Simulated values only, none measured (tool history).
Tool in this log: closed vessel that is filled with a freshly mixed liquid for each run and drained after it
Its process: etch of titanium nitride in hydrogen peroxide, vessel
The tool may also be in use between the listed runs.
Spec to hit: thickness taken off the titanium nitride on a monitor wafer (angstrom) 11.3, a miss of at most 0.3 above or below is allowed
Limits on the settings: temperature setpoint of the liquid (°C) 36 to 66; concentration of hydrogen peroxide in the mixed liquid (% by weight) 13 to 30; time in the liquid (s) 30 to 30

| run | hour | temperature setpoint of the liquid (°C) | concentration of hydrogen peroxide in the mixed liquid (% by weight) | time in the liquid (s) | thickness taken off the titanium nitride on a monitor wafer (angstrom) |
|---|---|---|---|---|---|
| 1 | 0 | 52 | 24 | 30 | 14.571 |
| 2 | 0.7 | 52 | 24 | 30 | 14.666 |
| 3 | 2.5 | 51 | 24 | 30 | 13.64 |
| 4 | 11.3 | 51 | 24 | 30 | 13.669 |
| 5 | 18 | 51 | 26.5 | 30 | 13.883 |
| 6 | 19.9 | 51 | 24.5 | 30 | 13.643 |
| 7 | 27.7 | 50.5 | 24.5 | 30 | 13.177 |
| 8 | 33.3 | 48 | 24.5 | 30 | 11.067 |

Exercise: of the 4 proposed moves below, exactly one satisfies all targets within the stated allowed misses. Which move is it?
| A | 38.9 | 48 | 22 | 30 | ? |
| B | 38.9 | 48 | 27 | 30 | ? |
| C | 38.9 | 48.5 | 17.5 | 30 | ? |
| D | 38.9 | 47.5 | 25 | 30 | ? |

| move | thickness taken off the titanium nitride on a monitor wafer (angstrom) |
|---|---|
| A | 10.721 |
| B | 11.21 |
| C | 10.588 |
| D | 10.626 |
A: lands further from the targets than the last run did
B: every result lands within tolerance
C: lands further from the targets than the last run did
D: lands further from the targets than the last run did
Go with B: it meets all targets.
